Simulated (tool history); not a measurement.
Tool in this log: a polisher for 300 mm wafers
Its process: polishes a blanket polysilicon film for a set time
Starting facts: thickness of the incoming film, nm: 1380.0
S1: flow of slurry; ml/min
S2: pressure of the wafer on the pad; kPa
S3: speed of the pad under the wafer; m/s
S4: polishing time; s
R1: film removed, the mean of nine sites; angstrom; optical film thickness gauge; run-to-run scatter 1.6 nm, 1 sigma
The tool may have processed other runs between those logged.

| run | hour | S1 | S2 | S3 | S4 | R1 |
|---|---|---|---|---|---|---|
| 1 | 0.0 | 240 | 11.7 | 1.30 | 55 | 3677.5 |
| 2 | 1.3 | 240 | 9.7 | 1.30 | 55 | 3045.7 |
| 3 | 5.0 | 240 | 9.7 | 1.30 | 55 | 3081.8 |
| 4 | 8.3 | 215 | 9.7 | 1.30 | 55 | 3044.7 |
| 5 | 15.3 | 260 | 9.7 | 1.30 | 55 | 3110.8 |
| 6 | 19.9 | 260 | 11.0 | 1.30 | 55 | 3576.3 |
| 7 | 27.4 | 250 | 10.3 | 1.26 | 55 | 3154.7 |

What will run 8 give?
| 8 | 36.0 | 250 | 9.7 | 1.24 | 55 | ? |

R1: 2889.0 angstrom

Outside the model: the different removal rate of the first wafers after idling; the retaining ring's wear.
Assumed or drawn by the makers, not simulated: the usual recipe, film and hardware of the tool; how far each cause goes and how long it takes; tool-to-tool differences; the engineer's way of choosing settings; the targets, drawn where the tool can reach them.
